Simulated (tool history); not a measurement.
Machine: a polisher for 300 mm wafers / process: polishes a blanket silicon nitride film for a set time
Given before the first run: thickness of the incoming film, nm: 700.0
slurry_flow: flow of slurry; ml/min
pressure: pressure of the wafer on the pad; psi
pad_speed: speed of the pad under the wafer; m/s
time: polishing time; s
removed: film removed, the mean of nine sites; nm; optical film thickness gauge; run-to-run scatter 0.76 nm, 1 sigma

run,hour,slurry_flow,pressure,pad_speed,time,removed
1,0.0,300,2.5,1.40,26,36.028
2,4.0,300,2.5,1.40,26,35.206
3,6.1,300,2.5,1.40,24,32.328
4,14.9,300,2.8,1.42,24,36.930
5,22.4,300,2.8,1.72,24,43.661
6,23.9,300,2.8,1.72,24,43.195
7,29.8,300,2.9,1.72,24,44.079

Estimate the outcome of run 8 from the log above:
8,30.6,300,3.0,1.74,24,?

{"run 8": {"removed": 46.343}}
